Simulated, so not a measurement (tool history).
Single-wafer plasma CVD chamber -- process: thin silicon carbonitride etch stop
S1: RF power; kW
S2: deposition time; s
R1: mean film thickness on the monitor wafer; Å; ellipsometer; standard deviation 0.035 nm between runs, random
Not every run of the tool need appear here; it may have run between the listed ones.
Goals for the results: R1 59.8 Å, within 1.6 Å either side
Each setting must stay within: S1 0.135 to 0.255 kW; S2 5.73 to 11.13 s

run,hour,S1,S2,R1
1,0,0.195,8.43,44.819
2,2.3,0.21,8.43,46.193
3,5.3,0.19,8.43,44.233
4,11.6,0.2,8.82,47.238
5,12.3,0.225,8.82,49.589
6,15.7,0.2,8.82,46.474
7,21,0.21,9.22,50.558
8,24.4,0.215,9.42,51.737
9,28.5,0.22,9.61,53.878
10,31.3,0.225,9.72,54.263
11,38.2,0.23,9.86,55.925
12,41.2,0.235,9.94,56.426
13,48.8,0.235,10.03,57.932

Next run, 4 choices. One meets every target within its allowed miss, the rest don't. Which?
A,56.4,0.245,9.58,?
B,56.4,0.245,9.81,?
C,56.4,0.25,10.29,?
D,56.4,0.24,9.61,?

move,R1
A,55.232
B,56.558
C,59.797
D,54.957
A: further off than the last run
B: further off than the last run
C: hits every target within its allowed miss
D: further off than the last run
Go with C: it meets all targets.
